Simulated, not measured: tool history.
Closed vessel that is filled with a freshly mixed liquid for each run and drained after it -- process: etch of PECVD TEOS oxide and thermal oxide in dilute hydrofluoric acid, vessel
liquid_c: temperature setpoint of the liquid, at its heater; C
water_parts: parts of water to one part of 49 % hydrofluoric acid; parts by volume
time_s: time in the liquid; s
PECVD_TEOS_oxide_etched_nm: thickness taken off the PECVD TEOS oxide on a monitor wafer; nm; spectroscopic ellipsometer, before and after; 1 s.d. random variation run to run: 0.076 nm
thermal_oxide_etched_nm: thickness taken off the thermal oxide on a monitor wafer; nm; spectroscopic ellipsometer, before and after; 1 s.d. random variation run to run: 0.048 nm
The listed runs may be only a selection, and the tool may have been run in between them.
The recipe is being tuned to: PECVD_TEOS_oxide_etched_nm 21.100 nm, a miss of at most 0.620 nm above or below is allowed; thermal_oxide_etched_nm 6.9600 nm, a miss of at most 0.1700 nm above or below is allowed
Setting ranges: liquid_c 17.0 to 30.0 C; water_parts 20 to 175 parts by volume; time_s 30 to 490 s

Run 1, hour 0.0: liquid_c 22.0 C, water_parts 95 parts by volume, time_s 250 s. Result: PECVD_TEOS_oxide_etched_nm 38.818 nm, thermal_oxide_etched_nm 12.9020 nm.
Run 2, hour 2.0: liquid_c 24.0 C, water_parts 95 parts by volume, time_s 250 s. Result: PECVD_TEOS_oxide_etched_nm 42.151 nm, thermal_oxide_etched_nm 14.0730 nm.
Run 3, hour 6.9: liquid_c 24.0 C, water_parts 110 parts by volume, time_s 250 s. Result: PECVD_TEOS_oxide_etched_nm 36.069 nm, thermal_oxide_etched_nm 11.8470 nm.
Run 4, hour 12.7: liquid_c 24.0 C, water_parts 125 parts by volume, time_s 250 s. Result: PECVD_TEOS_oxide_etched_nm 30.866 nm, thermal_oxide_etched_nm 10.1760 nm.
Run 5, hour 16.2: liquid_c 24.0 C, water_parts 125 parts by volume, time_s 150 s. Result: PECVD_TEOS_oxide_etched_nm 18.647 nm, thermal_oxide_etched_nm 6.1146 nm.
Run 6, hour 16.9: liquid_c 25.5 C, water_parts 125 parts by volume, time_s 150 s. Result: PECVD_TEOS_oxide_etched_nm 19.683 nm, thermal_oxide_etched_nm 6.4379 nm.
Run 7, hour 21.4: liquid_c 26.0 C, water_parts 125 parts by volume, time_s 150 s. Result: PECVD_TEOS_oxide_etched_nm 20.033 nm, thermal_oxide_etched_nm 6.6538 nm.
Run 8, hour 28.9: liquid_c 26.5 C, water_parts 125 parts by volume, time_s 150 s. Result: PECVD_TEOS_oxide_etched_nm 20.453 nm, thermal_oxide_etched_nm 6.7806 nm.

Of the 4 settings listed for the next run, only one would bring every result within its allowed miss of target. Which one?
Run A, hour 36.4: liquid_c 28.5 C, water_parts 115 parts by volume, time_s 130 s. Result: PECVD_TEOS_oxide_etched_nm ?, thermal_oxide_etched_nm ?.
Run B, hour 36.4: liquid_c 17.0 C, water_parts 175 parts by volume, time_s 315 s. Result: PECVD_TEOS_oxide_etched_nm ?, thermal_oxide_etched_nm ?.
Run C, hour 36.4: liquid_c 24.0 C, water_parts 120 parts by volume, time_s 155 s. Result: PECVD_TEOS_oxide_etched_nm ?, thermal_oxide_etched_nm ?.
Run D, hour 36.4: liquid_c 29.0 C, water_parts 115 parts by volume, time_s 135 s. Result: PECVD_TEOS_oxide_etched_nm ?, thermal_oxide_etched_nm ?.

move  PECVD_TEOS_oxide_etched_nm  thermal_oxide_etched_nm
   A                      21.037                   6.9674
   B                      20.020                   6.6308
   C                      20.105                   6.6590
   D                      22.259                   7.3722
A: meets every target
B: further off than the last run
C: further off than the last run
D: takes the biggest miss from the last run beyond its target
A is the move that brings every result within its allowed miss.
